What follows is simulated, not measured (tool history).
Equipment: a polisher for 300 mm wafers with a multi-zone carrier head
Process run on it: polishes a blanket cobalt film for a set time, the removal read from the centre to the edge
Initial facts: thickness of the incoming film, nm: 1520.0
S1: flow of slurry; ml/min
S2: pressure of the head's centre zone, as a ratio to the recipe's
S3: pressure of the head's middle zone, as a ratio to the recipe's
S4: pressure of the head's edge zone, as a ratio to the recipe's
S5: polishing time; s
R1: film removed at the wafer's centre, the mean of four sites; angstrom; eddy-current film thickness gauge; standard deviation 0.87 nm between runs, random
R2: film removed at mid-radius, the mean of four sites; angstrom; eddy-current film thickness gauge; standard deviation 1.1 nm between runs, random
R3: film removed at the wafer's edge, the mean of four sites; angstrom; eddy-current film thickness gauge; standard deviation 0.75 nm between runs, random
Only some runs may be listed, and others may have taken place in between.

Run 1, day 0: S1 300 ml/min, S2 1, S3 1, S4 1, S5 44 s. Result: R1 1175.9 angstrom, R2 1163.9 angstrom, R3 1187.2 angstrom.
Run 2, day 0.125: S1 300 ml/min, S2 1.02, S3 1.02, S4 0.96, S5 37 s. Result: R1 993.8 angstrom, R2 1032.6 angstrom, R3 975.56 angstrom.
Run 3, day 0.146: S1 355 ml/min, S2 1.02, S3 1.02, S4 0.96, S5 37 s. Result: R1 1011.4 angstrom, R2 1039 angstrom, R3 993.99 angstrom.
Run 4, day 0.217: S1 355 ml/min, S2 1.07, S3 1.02, S4 0.96, S5 37 s. Result: R1 1060.1 angstrom, R2 1021.6 angstrom, R3 962.47 angstrom.
Run 5, day 0.262: S1 355 ml/min, S2 1.01, S3 1.02, S4 0.96, S5 37 s. Result: R1 1007.9 angstrom, R2 1034.4 angstrom, R3 1020.8 angstrom.
Run 6, day 0.479: S1 355 ml/min, S2 1.01, S3 1.02, S4 1.04, S5 37 s. Result: R1 1033.9 angstrom, R2 1009 angstrom, R3 1038.3 angstrom.
Run 7, day 0.658: S1 345 ml/min, S2 1.04, S3 1.02, S4 1, S5 33 s. Result: R1 929.52 angstrom, R2 902.56 angstrom, R3 890.96 angstrom.
Run 8, day 0.771: S1 325 ml/min, S2 1.06, S3 1.02, S4 0.97, S5 31 s. Result: R1 890.24 angstrom, R2 852.56 angstrom, R3 833.54 angstrom.
Run 9, day 0.904: S1 315 ml/min, S2 1.08, S3 1.03, S4 0.94, S5 29 s. Result: R1 834.06 angstrom, R2 790.12 angstrom, R3 757.9 angstrom.
Run 10, day 0.979: S1 300 ml/min, S2 1.09, S3 1.04, S4 0.91, S5 28 s. Result: R1 797.43 angstrom, R2 772.75 angstrom, R3 746.66 angstrom.

What does the tool deliver on the next run?
Run 11, day 1.083: S1 315 ml/min, S2 1.12, S3 1.07, S4 0.88, S5 27 s. Result: R1 ?, R2 ?, R3 ?.

Run 11 measured R1 785.05 angstrom, R2 770.21 angstrom, R3 691.54 angstrom.
